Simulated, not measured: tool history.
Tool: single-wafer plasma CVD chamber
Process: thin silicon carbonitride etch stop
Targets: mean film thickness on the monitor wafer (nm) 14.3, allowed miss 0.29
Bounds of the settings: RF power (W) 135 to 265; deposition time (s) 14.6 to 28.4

run    day  RF power (W)  deposition time (s)  mean film thickness on the monitor wafer (nm)
  1      0           200                 21.5                                         12.352
  2  0.146           200                 19.5                                         11.224
  3  0.275           200                 17.7                                         10.203
  4  0.312           200                 14.9                                         8.4927
  5  0.617           205                   16                                         9.2797
  6  0.808           210                 16.8                                         9.7996
  7  0.842           215                 17.5                                         10.348
  8  1.167           220                 18.1                                         10.667
  9  1.325           225                 18.7                                         11.322
 10  1.621           255                   22                                          13.65

4 next moves are on the table. One of them brings every result within its allowed miss. Which?
  A  1.917           255                 21.7                                              ?
  B  1.917           255                 21.1                                              ?
  C  1.917           265                 22.7                                              ?
  D  1.917           235                 21.9                                              ?

move  mean film thickness on the monitor wafer (nm)
   A                                         13.416
   B                                         13.045
   C                                         14.217
   D                                         13.169
A: further off than the last run
B: further off than the last run
C: meets every target
D: further off than the last run
The right move is C.

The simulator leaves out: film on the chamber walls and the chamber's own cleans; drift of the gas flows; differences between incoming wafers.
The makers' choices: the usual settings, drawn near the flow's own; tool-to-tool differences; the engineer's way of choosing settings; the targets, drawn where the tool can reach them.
